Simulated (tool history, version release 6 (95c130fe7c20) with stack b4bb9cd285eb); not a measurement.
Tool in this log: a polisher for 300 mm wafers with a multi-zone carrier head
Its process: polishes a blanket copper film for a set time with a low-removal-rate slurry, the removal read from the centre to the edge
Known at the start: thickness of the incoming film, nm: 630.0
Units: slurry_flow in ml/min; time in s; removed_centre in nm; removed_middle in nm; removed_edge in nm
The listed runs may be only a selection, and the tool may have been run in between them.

run,hour,slurry_flow,centre_zone,middle_zone,edge_zone,slurry_solids,time,removed_centre,removed_middle,removed_edge
1,0.0,260,1.00,1.00,1.00,1.00,58,98.236,108.48,106.60
2,1.8,265,1.02,1.03,1.02,1.10,60,105.150,118.37,115.74
3,5.4,275,1.05,1.06,1.03,1.20,61,111.930,123.23,117.99
4,11.8,275,1.05,1.06,1.03,1.20,67,123.050,136.69,133.33
5,17.5,340,1.05,1.06,1.03,1.20,67,125.700,134.75,131.32
6,23.9,340,1.05,1.06,1.03,1.30,67,128.930,139.89,132.12

Forecast run 7:
7,32.6,335,1.06,1.07,1.04,1.35,68,?,?,?

removed_centre: 130.490 nm
removed_middle: 145.27 nm
removed_edge: 137.75 nm

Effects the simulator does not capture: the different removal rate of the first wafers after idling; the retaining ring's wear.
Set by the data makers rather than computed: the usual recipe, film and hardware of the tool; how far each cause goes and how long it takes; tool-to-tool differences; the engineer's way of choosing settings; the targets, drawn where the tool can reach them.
